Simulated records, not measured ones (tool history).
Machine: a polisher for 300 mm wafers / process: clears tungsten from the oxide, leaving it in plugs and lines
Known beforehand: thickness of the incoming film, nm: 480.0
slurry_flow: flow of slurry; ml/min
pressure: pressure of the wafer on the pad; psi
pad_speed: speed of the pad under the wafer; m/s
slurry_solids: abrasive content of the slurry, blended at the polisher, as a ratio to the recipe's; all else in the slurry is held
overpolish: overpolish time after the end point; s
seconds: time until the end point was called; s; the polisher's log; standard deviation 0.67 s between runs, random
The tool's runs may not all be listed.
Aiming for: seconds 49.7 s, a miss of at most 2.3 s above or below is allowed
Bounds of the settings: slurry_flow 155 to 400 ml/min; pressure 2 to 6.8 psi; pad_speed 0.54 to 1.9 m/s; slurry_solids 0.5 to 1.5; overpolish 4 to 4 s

run  hour  slurry_flow  pressure  pad_speed  slurry_solids  overpolish  seconds
  1     0          255       4.4       1.22              1           4   71.253
  2   7.6          255       4.7       1.22              1           4   68.133
  3  12.3          255       4.7       1.22              1           4   66.552
  4    19          255         5       1.22              1           4   61.554
  5  21.4          255         5       1.08              1           4   72.002
  6    23          255       5.4       1.08              1           4   66.665
  7  25.5          255       5.7       1.08              1           4   64.846
  8  26.2          255       5.9        1.1              1           4    61.46
  9  28.3          255       6.1       1.12              1           4   58.754

Exercise: of the 4 proposed moves below, exactly one satisfies all targets within the stated allowed misses. Which move is it?
  A  30.4          240       5.9       0.88            1.1           4        ?
  B  30.4          225       6.5       1.02              1           4        ?
  C  30.4          280       6.8       0.94            0.5           4        ?
  D  30.4          360       6.1       1.24            1.1           4        ?

move  seconds
   A   75.071
   B   61.694
   C   74.482
   D   50.671
A: misses by more than the last run did
B: misses by more than the last run did
C: misses by more than the last run did
D: all results in spec
Go with D: it meets all targets.

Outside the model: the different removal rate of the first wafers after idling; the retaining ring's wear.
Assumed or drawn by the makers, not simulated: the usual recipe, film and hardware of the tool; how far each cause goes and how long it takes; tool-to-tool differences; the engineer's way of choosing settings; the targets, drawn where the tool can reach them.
